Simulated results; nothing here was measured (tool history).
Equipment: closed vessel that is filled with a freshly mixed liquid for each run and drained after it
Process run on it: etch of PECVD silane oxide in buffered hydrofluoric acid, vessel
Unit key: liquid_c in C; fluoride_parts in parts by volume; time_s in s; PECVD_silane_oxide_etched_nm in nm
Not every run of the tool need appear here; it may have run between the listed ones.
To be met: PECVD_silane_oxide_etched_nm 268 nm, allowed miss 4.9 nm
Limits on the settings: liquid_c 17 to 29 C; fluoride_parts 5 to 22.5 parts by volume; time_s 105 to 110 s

run,hour,liquid_c,fluoride_parts,time_s,PECVD_silane_oxide_etched_nm
1,0,21,13.5,105,227.03
2,6.7,21.5,13.5,105,230.48
3,13.1,21.5,13.5,105,233.34
4,14.2,19.5,13.5,105,210.15
# hour 20.3: thermometer replaced
5,20.3,19.5,13.5,110,201.04
6,22.5,17,13.5,110,173.77
7,28.3,21,13.5,110,217.52
8,36.2,21.5,13.5,110,224.14

Pick the move, out of 5, that brings all results within their allowed miss; only one does.
A,44.1,21,10,105,?
B,44.1,20.5,10.5,110,?
C,44.1,19,9,110,?
D,44.1,21,10,110,?
E,44.1,21.5,10.5,110,?

move,PECVD_silane_oxide_etched_nm
A,277.93
B,270.03
C,278.18
D,291.16
E,285.47
A: takes the result that was furthest off past its target
B: each result inside its tolerance
C: takes the result that was furthest off past its target
D: takes the result that was furthest off past its target
E: takes the result that was furthest off past its target
The right move is B.
